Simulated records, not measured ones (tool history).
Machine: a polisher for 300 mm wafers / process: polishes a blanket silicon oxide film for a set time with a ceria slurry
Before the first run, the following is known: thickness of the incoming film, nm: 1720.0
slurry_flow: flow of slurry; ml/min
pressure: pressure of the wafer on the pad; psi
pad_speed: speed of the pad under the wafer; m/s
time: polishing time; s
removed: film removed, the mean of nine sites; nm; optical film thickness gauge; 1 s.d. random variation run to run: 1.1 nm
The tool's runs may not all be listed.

run	day	slurry_flow	pressure	pad_speed	time	removed
1	0	235	2.4	1.34	57	256.46
2	0.038	230	2.1	1.34	57	227.78
3	0.125	225	1.8	1.34	57	191.48
4	0.317	225	1.8	1.34	57	191.9
5	0.392	225	1.8	1.6	57	233.22
6	0.662	195	1.8	1.6	57	227.87
7	0.742	190	1.6	1.6	57	201.87
8	0.779	180	1.5	1.6	57	190.48
9	1.062	170	1.4	1.6	57	176.74

Run 10 is up next; what results do you expect?
10	1.15	165	1.4	1.6	57	?

{"run 10": {"removed": 174.44}}
